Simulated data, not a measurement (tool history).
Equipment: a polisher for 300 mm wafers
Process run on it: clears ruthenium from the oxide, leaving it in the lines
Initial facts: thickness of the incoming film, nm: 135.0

| run | hour | flow of slurry (ml/min) | pressure of the wafer on the pad (kPa) | speed of the pad under the wafer (m/s) | overpolish time after the end point (s) | time until the end point was called (s) |
|---|---|---|---|---|---|---|
| 1 | 0.0 | 320 | 14.5 | 1.00 | 28 | 124.870 |
| 2 | 1.0 | 320 | 16.5 | 1.06 | 28 | 102.900 |
| 3 | 3.7 | 320 | 16.5 | 0.92 | 28 | 121.800 |
| 4 | 5.2 | 320 | 17.9 | 1.00 | 28 | 101.740 |
| 5 | 12.4 | 320 | 20.7 | 1.00 | 28 | 90.053 |
| 6 | 15.1 | 320 | 20.7 | 0.76 | 28 | 114.060 |
| 7 | 20.3 | 325 | 21.4 | 0.90 | 28 | 95.415 |

The next listed run, before its measurement:
| 8 | 25.2 | 335 | 22.1 | 1.18 | 28 | ? |

{"run 8": {"time until the end point was called (s)": 71.623}}

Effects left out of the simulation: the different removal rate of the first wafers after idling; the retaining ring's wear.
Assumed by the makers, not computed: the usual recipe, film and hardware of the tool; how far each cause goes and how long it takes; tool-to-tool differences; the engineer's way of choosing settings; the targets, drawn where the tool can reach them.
